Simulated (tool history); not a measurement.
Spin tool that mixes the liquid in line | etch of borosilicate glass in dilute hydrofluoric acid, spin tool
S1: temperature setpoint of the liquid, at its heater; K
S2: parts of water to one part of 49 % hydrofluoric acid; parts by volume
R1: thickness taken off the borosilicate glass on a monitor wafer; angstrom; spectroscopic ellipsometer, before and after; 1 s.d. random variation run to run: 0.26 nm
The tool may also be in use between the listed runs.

run 1 hour=0 | S1=297.15 S2=55 time_under_the_liquid_(s)=15 | R1=123.45
run 2 hour=5.2 | S1=299.65 S2=45 time_under_the_liquid_(s)=15 | R1=169.29
run 3 hour=9.9 | S1=299.65 S2=65 time_under_the_liquid_(s)=15 | R1=112.38
run 4 hour=11.4 | S1=299.65 S2=65 time_under_the_liquid_(s)=15 | R1=112.4
run 5 hour=20 | S1=297.65 S2=65 time_under_the_liquid_(s)=15 | R1=102.97
run 6 hour=20.7 | S1=299.65 S2=55 time_under_the_liquid_(s)=15 | R1=136.26

The next listed run, before its measurement:
run 7 hour=28.8 | S1=299.65 S2=55 time_under_the_liquid_(s)=15 | R1=?

For run 7 the tool returned R1 136.15 angstrom.

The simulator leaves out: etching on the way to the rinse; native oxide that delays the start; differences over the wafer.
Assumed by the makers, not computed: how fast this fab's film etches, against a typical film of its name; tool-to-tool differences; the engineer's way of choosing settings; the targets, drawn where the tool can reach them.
